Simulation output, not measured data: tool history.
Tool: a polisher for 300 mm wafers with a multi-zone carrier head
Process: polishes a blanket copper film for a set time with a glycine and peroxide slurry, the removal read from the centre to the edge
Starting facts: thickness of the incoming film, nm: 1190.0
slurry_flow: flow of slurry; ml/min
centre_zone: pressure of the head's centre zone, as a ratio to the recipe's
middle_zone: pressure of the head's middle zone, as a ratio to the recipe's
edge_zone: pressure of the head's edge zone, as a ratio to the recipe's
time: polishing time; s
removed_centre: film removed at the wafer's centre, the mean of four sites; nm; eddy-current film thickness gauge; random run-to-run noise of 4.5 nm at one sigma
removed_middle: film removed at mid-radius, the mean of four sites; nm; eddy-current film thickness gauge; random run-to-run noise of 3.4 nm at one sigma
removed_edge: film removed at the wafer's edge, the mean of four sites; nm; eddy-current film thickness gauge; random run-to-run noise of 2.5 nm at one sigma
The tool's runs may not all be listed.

run	hour	slurry_flow	centre_zone	middle_zone	edge_zone	time	removed_centre	removed_middle	removed_edge
1	0.0	230	1.00	1.00	1.00	88	360.74	374.09	371.23
2	7.4	230	1.02	1.01	0.97	84	349.22	362.95	348.61
3	13.0	230	1.04	1.02	0.95	81	350.04	349.39	331.20
4	19.9	230	1.04	1.03	0.93	79	338.63	345.99	323.35
5	22.9	180	1.04	1.03	0.93	79	328.13	334.52	310.64
6	24.6	175	1.05	1.04	0.91	78	333.87	335.11	307.56
7	25.3	195	1.08	1.12	0.83	62	271.86	286.83	236.10
8	30.6	200	1.09	1.12	0.85	63	282.56	293.91	248.42
9	37.0	205	1.10	1.13	0.85	63	287.29	292.24	239.64

Run 10 has not been measured yet. What should we expect?
10	44.1	205	1.10	1.13	0.86	64	?	?	?

Run 10 yielded removed_centre 290.21 nm, removed_middle 295.36 nm, removed_edge 249.11 nm.
